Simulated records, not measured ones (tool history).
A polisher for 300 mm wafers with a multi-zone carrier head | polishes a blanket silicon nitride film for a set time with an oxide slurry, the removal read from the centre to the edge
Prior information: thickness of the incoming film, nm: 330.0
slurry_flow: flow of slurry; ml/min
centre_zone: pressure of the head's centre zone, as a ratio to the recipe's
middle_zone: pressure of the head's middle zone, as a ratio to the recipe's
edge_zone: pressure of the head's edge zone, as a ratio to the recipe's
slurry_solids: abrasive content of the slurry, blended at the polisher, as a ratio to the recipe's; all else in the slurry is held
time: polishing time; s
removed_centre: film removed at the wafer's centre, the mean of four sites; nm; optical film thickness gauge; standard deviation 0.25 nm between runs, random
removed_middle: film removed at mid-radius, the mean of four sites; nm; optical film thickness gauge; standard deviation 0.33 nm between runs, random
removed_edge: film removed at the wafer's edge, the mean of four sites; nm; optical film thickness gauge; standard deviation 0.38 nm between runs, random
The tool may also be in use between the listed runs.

run	hour	slurry_flow	centre_zone	middle_zone	edge_zone	slurry_solids	time	removed_centre	removed_middle	removed_edge
1	0	190	1	1	1	1	76	43.144	41.841	43.333
2	3.2	185	1	0.98	0.97	0.95	76	42.106	40.196	41.769
3	5.8	185	1	0.98	0.97	0.95	58	32.107	30.943	31.665
4	11.4	185	0.94	0.98	0.97	0.95	58	30.483	30.842	32.196
5	12.2	195	0.96	0.98	0.99	0.95	58	31.359	31.271	32.643
6	19.6	205	0.98	0.98	1	0.95	58	32.134	31.339	33.171
7	24	215	1	0.98	1.01	0.95	58	33.165	31.794	33.545
8	29.7	225	1.01	0.98	1.01	0.95	58	33.455	31.843	33.416
9	36.7	230	1.03	0.98	1.02	0.95	58	34.008	32.345	33.534
10	42	235	1.05	0.98	1.03	0.95	58	35.233	32.216	33.426
11	43.1	240	1.06	0.98	1.04	0.95	58	35.384	31.392	34.382
12	51.2	245	1.07	0.99	1.04	0.95	58	35.76	32.679	34.321

What will run 13 give?
13	58.2	250	1.08	0.99	1.04	0.95	58	?	?	?

{"run 13": {"removed_centre": 36.74, "removed_middle": 32.846, "removed_edge": 33.579}}
